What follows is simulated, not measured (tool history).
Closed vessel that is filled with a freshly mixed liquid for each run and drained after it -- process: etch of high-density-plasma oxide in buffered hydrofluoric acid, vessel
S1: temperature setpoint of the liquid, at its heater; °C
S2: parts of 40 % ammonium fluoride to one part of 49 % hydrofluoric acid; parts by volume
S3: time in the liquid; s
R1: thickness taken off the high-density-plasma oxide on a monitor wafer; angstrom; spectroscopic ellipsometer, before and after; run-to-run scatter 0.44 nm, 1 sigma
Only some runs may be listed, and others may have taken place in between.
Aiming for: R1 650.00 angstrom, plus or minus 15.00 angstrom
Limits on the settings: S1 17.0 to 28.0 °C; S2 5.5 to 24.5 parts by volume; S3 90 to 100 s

{"run": 1, "hour": 0.0, "S1": 20.0, "S2": 15.0, "S3": 90, "R1": 794.82}
{"run": 2, "hour": 1.5, "S1": 23.0, "S2": 15.0, "S3": 90, "R1": 944.94}
{"run": 3, "hour": 9.8, "S1": 22.0, "S2": 15.0, "S3": 90, "R1": 906.78}
{"run": 4, "hour": 14.3, "S1": 21.5, "S2": 15.0, "S3": 90, "R1": 875.44}
{"run": 5, "hour": 23.1, "S1": 21.0, "S2": 15.0, "S3": 90, "R1": 847.4}
{"run": 6, "hour": 26.6, "S1": 24.0, "S2": 15.0, "S3": 90, "R1": 991.33}
{"run": 7, "hour": 33.7, "S1": 23.0, "S2": 15.0, "S3": 90, "R1": 941.63}
{"run": 8, "hour": 36.3, "S1": 22.5, "S2": 15.0, "S3": 90, "R1": 922.29}
{"run": 9, "hour": 41.1, "S1": 18.5, "S2": 16.0, "S3": 90, "R1": 688.07}
{"run": 10, "hour": 45.6, "S1": 18.0, "S2": 16.0, "S3": 90, "R1": 674.51}

Consider the 4 candidate settings below. Which is the only one whose results all fall within their allowed miss of target?
{"run": "A", "hour": 50.1, "S1": 18.0, "S2": 16.5, "S3": 100, "R1": "?"}
{"run": "B", "hour": 50.1, "S1": 17.0, "S2": 15.5, "S3": 90, "R1": "?"}
{"run": "C", "hour": 50.1, "S1": 19.0, "S2": 16.5, "S3": 90, "R1": "?"}
{"run": "D", "hour": 50.1, "S1": 17.5, "S2": 15.5, "S3": 95, "R1": "?"}

move=A R1=728.25
move=B R1=658.45
move=C R1=693.63
move=D R1=715.16
A: the biggest miss grows against the last run
B: all results in spec
C: the biggest miss grows against the last run
D: the biggest miss grows against the last run
Answer: B
